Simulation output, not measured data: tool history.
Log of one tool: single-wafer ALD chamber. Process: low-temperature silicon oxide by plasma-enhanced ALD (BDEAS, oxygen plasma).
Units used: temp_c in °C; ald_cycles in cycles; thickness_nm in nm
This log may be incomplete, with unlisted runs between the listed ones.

run 1 day=0 | temp_c=90 ald_cycles=27 | thickness_nm=4.2464
run 2 day=0.296 | temp_c=97 ald_cycles=26 | thickness_nm=4.0043
run 3 day=0.65 | temp_c=93 ald_cycles=26 | thickness_nm=4.0687
run 4 day=0.721 | temp_c=93 ald_cycles=29 | thickness_nm=4.5259
run 5 day=0.962 | temp_c=99 ald_cycles=28 | thickness_nm=4.272
-- day=1.033 thermocouple changed; heater temperature recalibrated
run 6 day=1.033 | temp_c=103 ald_cycles=27 | thickness_nm=4.0194
run 7 day=1.383 | temp_c=106 ald_cycles=27 | thickness_nm=4.0164

Predict the results of run 8:
run 8 day=1.488 | temp_c=108 ald_cycles=26 | thickness_nm=?

{"run 8": {"thickness_nm": 3.8553}}
